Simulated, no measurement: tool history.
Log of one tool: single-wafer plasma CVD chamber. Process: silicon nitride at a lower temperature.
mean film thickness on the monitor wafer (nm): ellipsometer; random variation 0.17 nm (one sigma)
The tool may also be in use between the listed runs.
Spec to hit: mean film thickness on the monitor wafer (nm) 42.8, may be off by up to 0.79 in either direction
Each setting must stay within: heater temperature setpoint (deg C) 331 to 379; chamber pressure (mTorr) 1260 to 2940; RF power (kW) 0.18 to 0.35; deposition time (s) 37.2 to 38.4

| run | hour | heater temperature setpoint (deg C) | chamber pressure (mTorr) | RF power (kW) | deposition time (s) | mean film thickness on the monitor wafer (nm) |
|---|---|---|---|---|---|---|
| 1 | 0 | 355 | 2100 | 0.265 | 37.2 | 39.818 |
| 2 | 1.9 | 355 | 2170 | 0.265 | 37.2 | 39.763 |
| 3 | 6.9 | 355 | 2170 | 0.265 | 38.4 | 41.206 |
| 4 | 13.8 | 355 | 2170 | 0.235 | 38.4 | 38.322 |
| 5 | 20.1 | 355 | 2170 | 0.22 | 38.4 | 36.772 |
| 6 | 28.8 | 355 | 2270 | 0.225 | 38.4 | 37.563 |
| 7 | 35 | 355 | 2270 | 0.225 | 38.4 | 37.527 |
| 8 | 41 | 355 | 2340 | 0.23 | 38.4 | 38.229 |
| 9 | 45.1 | 355 | 2400 | 0.235 | 38.4 | 39.441 |
| 10 | 50 | 355 | 2480 | 0.235 | 38.4 | 39.45 |
| 11 | 55 | 355 | 2540 | 0.24 | 38.4 | 40.311 |
| 12 | 62.1 | 355 | 2540 | 0.24 | 38.4 | 40.164 |
| 13 | 69.6 | 355 | 2590 | 0.245 | 38.4 | 40.915 |

4 next moves are on the table. One of them brings every result within its allowed miss. Which?
| A | 77.1 | 349 | 2860 | 0.285 | 37.2 | ? |
| B | 77.1 | 350 | 2670 | 0.235 | 38.2 | ? |
| C | 77.1 | 362 | 2340 | 0.275 | 38.4 | ? |
| D | 77.1 | 355 | 2320 | 0.285 | 38.4 | ? |

| move | mean film thickness on the monitor wafer (nm) |
|---|---|
| A | 45.035 |
| B | 40.271 |
| C | 43.03 |
| D | 44.014 |
A: takes the result that was furthest off past its target
B: further off than the last run
C: each result inside its tolerance
D: takes the result that was furthest off past its target
Go with C: it meets all targets.
